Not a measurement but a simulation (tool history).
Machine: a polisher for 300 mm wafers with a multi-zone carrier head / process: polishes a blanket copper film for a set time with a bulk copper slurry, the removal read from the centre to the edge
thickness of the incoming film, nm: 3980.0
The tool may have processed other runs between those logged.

| run | day | flow of slurry (ml/min) | pressure of the head's centre zone | pressure of the head's middle zone | pressure of the head's edge zone | abrasive content of the slurry | polishing time (s) | film removed at the wafer's centre (angstrom) | film removed at mid-radius (angstrom) | film removed at the wafer's edge (angstrom) |
|---|---|---|---|---|---|---|---|---|---|---|
| 1 | 0 | 225 | 1 | 1 | 1 | 1 | 87 | 7552.7 | 7581.3 | 6872.1 |
| 2 | 0.288 | 245 | 1 | 1 | 1 | 1 | 87 | 7637.8 | 7633 | 7033.4 |
| 3 | 0.483 | 245 | 0.93 | 1 | 1 | 1 | 87 | 7101.3 | 7565.6 | 7122.8 |
| 4 | 0.575 | 245 | 0.93 | 0.92 | 1 | 1 | 87 | 7065.7 | 7213.7 | 6926.6 |
| 5 | 0.746 | 245 | 0.93 | 0.92 | 1 | 1 | 103 | 8502.3 | 8498.7 | 8324.7 |
| 6 | 0.783 | 265 | 0.98 | 0.89 | 1.05 | 0.9 | 103 | 8786.4 | 8224.7 | 8229.9 |
| 7 | 1.021 | 275 | 1.02 | 0.87 | 1.09 | 0.9 | 103 | 9347.7 | 8163.5 | 8410.6 |
| 8 | 1.183 | 275 | 1.04 | 0.85 | 1.11 | 0.9 | 103 | 9307.8 | 7853 | 8545.1 |
|  | 1.221 | edge zone pressure recalibrated |
| 9 | 1.221 | 280 | 1.06 | 0.84 | 1.11 | 0.9 | 103 | 9516.6 | 7912.1 | 9038.3 |

Run 10, settings as shown, results not yet in. Your forecast:
| 10 | 1.304 | 285 | 1.08 | 0.84 | 1.12 | 0.8 | 104 | ? | ? | ? |

film removed at the wafer's centre (angstrom): 9653.1
film removed at mid-radius (angstrom): 7755.9
film removed at the wafer's edge (angstrom): 8973.2
